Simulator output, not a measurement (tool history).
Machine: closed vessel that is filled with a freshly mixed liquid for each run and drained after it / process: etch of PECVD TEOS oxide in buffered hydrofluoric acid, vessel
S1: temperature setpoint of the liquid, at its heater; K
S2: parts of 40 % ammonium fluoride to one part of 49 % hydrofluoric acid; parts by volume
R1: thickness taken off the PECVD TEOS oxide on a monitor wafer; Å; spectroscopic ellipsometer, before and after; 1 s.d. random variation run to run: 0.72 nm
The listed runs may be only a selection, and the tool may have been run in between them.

Run 1, hour 0.0: S1 295.15 K, S2 9.5 parts by volume, time in the liquid (s) 105. Result: R1 1586.2 Å.
Run 2, hour 4.0: S1 296.15 K, S2 9.5 parts by volume, time in the liquid (s) 105. Result: R1 1669.3 Å.
Run 3, hour 9.6: S1 292.65 K, S2 9.5 parts by volume, time in the liquid (s) 105. Result: R1 1363.3 Å.
Run 4, hour 11.3: S1 292.65 K, S2 8.0 parts by volume, time in the liquid (s) 105. Result: R1 1615.5 Å.
Run 5, hour 16.2: S1 293.65 K, S2 8.0 parts by volume, time in the liquid (s) 105. Result: R1 1714.1 Å.
Run 6, hour 21.1: S1 293.65 K, S2 8.0 parts by volume, time in the liquid (s) 105. Result: R1 1709.4 Å.
Run 7, hour 27.4: S1 294.15 K, S2 8.0 parts by volume, time in the liquid (s) 105. Result: R1 1767.6 Å.
Run 8, hour 28.9: S1 294.65 K, S2 8.0 parts by volume, time in the liquid (s) 105. Result: R1 1794.1 Å.

Run 9, settings as shown, results not yet in. Your forecast:
Run 9, hour 32.0: S1 295.15 K, S2 8.0 parts by volume, time in the liquid (s) 105. Result: R1 ?.

{"run 9": {"R1": 1856.9}}
